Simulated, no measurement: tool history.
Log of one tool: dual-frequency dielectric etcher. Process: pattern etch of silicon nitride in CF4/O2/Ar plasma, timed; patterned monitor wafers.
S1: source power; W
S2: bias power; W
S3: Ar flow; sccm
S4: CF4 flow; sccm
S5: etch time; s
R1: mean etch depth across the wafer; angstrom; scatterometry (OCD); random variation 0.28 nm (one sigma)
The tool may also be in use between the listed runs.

run 1 hour=0 | S1=430 S2=52 S3=128 S4=101 S5=65 | R1=1149.1
run 2 hour=7.4 | S1=430 S2=44 S3=128 S4=101 S5=65 | R1=1053.2
run 3 hour=13 | S1=430 S2=44 S3=128 S4=101 S5=65 | R1=1055.6
run 4 hour=21.7 | S1=420 S2=44 S3=128 S4=101 S5=65 | R1=1034.2
run 5 hour=26.9 | S1=410 S2=44 S3=128 S4=101 S5=65 | R1=1013.8
run 6 hour=34.3 | S1=410 S2=44 S3=128 S4=112 S5=65 | R1=1033.5
run 7 hour=35.5 | S1=400 S2=44 S3=128 S4=112 S5=65 | R1=1019.8
run 8 hour=42.4 | S1=390 S2=44 S3=128 S4=112 S5=65 | R1=991.55

The next listed run, before its measurement:
run 9 hour=48 | S1=380 S2=44 S3=128 S4=112 S5=65 | R1=?

{"run 9": {"R1": 976.55}}
